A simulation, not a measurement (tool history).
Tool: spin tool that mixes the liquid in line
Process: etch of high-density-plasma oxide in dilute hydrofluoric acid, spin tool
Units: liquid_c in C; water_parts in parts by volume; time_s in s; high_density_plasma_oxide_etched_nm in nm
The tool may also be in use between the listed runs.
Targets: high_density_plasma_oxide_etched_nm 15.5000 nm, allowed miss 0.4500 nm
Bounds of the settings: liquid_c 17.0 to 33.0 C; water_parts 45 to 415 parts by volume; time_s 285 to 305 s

run  hour  liquid_c  water_parts  time_s  high_density_plasma_oxide_etched_nm
  1   0.0      25.0          230     285                              10.5000
  2   5.1      25.5          230     285                              10.8600
  3   9.9      25.5          230     285                              10.7970
  4  14.5      25.5          275     285                               8.6626
  5  20.5      26.0          270     285                               9.0037
  6  23.8      26.5          265     285                               9.3292
  7  27.4      27.0          260     285                               9.7399
  8  33.9      27.5          255     285                              10.1910

Which of these 5 next moves meets every target?
  A  40.4      31.0          180     305                                    ?
  B  40.4      25.5          215     295                                    ?
  C  40.4      27.0          190     305                                    ?
  D  40.4      27.0          175     305                                    ?
  E  40.4      32.0          185     285                                    ?

move  high_density_plasma_oxide_etched_nm
   A                              19.0470
   B                              12.1830
   C                              15.4740
   D                              17.0990
   E                              17.8080
A: takes the result that was furthest off past its target
B: nearer than the last run, and not there yet
C: meets every target
D: takes the result that was furthest off past its target
E: takes the result that was furthest off past its target
Move C is the one to make.

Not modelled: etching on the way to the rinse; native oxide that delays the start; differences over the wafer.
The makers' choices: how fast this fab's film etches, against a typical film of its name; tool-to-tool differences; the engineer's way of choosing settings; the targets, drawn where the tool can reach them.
